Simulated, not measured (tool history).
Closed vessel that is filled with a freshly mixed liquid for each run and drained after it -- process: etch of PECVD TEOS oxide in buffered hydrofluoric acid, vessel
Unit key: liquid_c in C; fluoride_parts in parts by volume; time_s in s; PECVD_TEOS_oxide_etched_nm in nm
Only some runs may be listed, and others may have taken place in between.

run  hour  liquid_c  fluoride_parts  time_s  PECVD_TEOS_oxide_etched_nm
  1   0.0      25.0            11.5      90                      340.06
  2   7.1      23.0            11.5      90                      301.38
  3   8.4      24.0            11.5      90                      320.19
  4  10.9      21.0            11.5      90                      273.49
  5  19.6      22.5            11.5      90                      292.47
  6  22.9      23.5            11.5      90                      306.51
  7  31.4      24.5            11.5      90                      331.30

For run 8, what comes out?
  8  38.8      25.0            11.5      90                           ?

Run 8 produced PECVD_TEOS_oxide_etched_nm 335.50 nm.

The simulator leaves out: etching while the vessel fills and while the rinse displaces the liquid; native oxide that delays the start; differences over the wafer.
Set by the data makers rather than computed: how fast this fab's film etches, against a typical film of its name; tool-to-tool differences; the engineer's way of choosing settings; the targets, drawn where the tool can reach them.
